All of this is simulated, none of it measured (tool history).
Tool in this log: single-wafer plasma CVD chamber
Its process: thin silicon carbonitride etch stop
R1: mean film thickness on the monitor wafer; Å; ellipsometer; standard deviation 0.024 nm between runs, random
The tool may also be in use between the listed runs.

{"run": 1, "hour": 0.0, "RF power (kW)": 0.255, "deposition time (s)": 10.9, "R1": 68.182}
{"run": 2, "hour": 5.0, "RF power (kW)": 0.27, "deposition time (s)": 10.9, "R1": 70.131}
{"run": 3, "hour": 11.7, "RF power (kW)": 0.255, "deposition time (s)": 10.4, "R1": 65.439}
{"run": 4, "hour": 13.7, "RF power (kW)": 0.245, "deposition time (s)": 9.9, "R1": 61.711}
{"run": 5, "hour": 20.6, "RF power (kW)": 0.225, "deposition time (s)": 9.9, "R1": 60.308}
{"run": 6, "hour": 24.7, "RF power (kW)": 0.205, "deposition time (s)": 9.9, "R1": 59.138}
{"run": 7, "hour": 29.6, "RF power (kW)": 0.2, "deposition time (s)": 9.5, "R1": 55.931}
{"run": 8, "hour": 31.8, "RF power (kW)": 0.195, "deposition time (s)": 9.2, "R1": 53.672}
{"run": 9, "hour": 36.0, "RF power (kW)": 0.19, "deposition time (s)": 9.0, "R1": 52.377}

The next listed run, before its measurement:
{"run": 10, "hour": 42.5, "RF power (kW)": 0.175, "deposition time (s)": 7.9, "R1": "?"}

R1: 44.781 Å
